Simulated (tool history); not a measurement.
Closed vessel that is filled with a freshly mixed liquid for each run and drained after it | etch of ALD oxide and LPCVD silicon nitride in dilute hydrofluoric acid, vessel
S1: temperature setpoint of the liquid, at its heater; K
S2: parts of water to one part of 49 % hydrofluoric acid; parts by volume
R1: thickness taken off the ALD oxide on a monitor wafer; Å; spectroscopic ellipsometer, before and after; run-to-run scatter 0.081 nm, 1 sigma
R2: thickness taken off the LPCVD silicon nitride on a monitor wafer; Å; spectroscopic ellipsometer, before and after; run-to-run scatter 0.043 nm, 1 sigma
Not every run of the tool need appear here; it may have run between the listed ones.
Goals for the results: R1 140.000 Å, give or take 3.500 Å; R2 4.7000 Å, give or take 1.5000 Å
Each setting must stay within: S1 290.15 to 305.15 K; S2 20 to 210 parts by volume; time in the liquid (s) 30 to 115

{"run": 1, "hour": 0.0, "S1": 297.15, "S2": 115, "time in the liquid (s)": 60, "R1": 99.134, "R2": 2.2924}
{"run": 2, "hour": 7.1, "S1": 297.15, "S2": 80, "time in the liquid (s)": 60, "R1": 148.29, "R2": 4.0235}
{"run": 3, "hour": 13.3, "S1": 298.65, "S2": 80, "time in the liquid (s)": 60, "R1": 156.75, "R2": 4.2835}
{"run": 4, "hour": 14.5, "S1": 298.15, "S2": 80, "time in the liquid (s)": 60, "R1": 154.07, "R2": 4.2054}
{"run": 5, "hour": 21.5, "S1": 298.15, "S2": 80, "time in the liquid (s)": 45, "R1": 115.07, "R2": 2.77}
{"run": 6, "hour": 26.0, "S1": 299.65, "S2": 80, "time in the liquid (s)": 45, "R1": 123.36, "R2": 3.4593}
{"run": 7, "hour": 29.2, "S1": 299.65, "S2": 80, "time in the liquid (s)": 45, "R1": 123.23, "R2": 3.9716}
{"run": 8, "hour": 30.8, "S1": 300.15, "S2": 75, "time in the liquid (s)": 45, "R1": 133.29, "R2": 3.456}

Consider the 4 candidate settings below. Which is the only one whose results all fall within their allowed miss of target?
{"run": "A", "hour": 32.4, "S1": 301.15, "S2": 180, "time in the liquid (s)": 110, "R1": "?", "R2": "?"}
{"run": "B", "hour": 32.4, "S1": 302.15, "S2": 125, "time in the liquid (s)": 70, "R1": "?", "R2": "?"}
{"run": "C", "hour": 32.4, "S1": 303.15, "S2": 140, "time in the liquid (s)": 85, "R1": "?", "R2": "?"}
{"run": "D", "hour": 32.4, "S1": 305.15, "S2": 210, "time in the liquid (s)": 115, "R1": "?", "R2": "?"}

move=A R1=124.070 R2=4.6229
move=B R1=126.400 R2=4.5201
move=C R1=139.350 R2=5.2083
move=D R1=123.080 R2=5.2491
A: the biggest miss grows against the last run
B: the biggest miss grows against the last run
C: all results land within tolerance of their targets
D: the biggest miss grows against the last run
C is the move that brings every result within its allowed miss.

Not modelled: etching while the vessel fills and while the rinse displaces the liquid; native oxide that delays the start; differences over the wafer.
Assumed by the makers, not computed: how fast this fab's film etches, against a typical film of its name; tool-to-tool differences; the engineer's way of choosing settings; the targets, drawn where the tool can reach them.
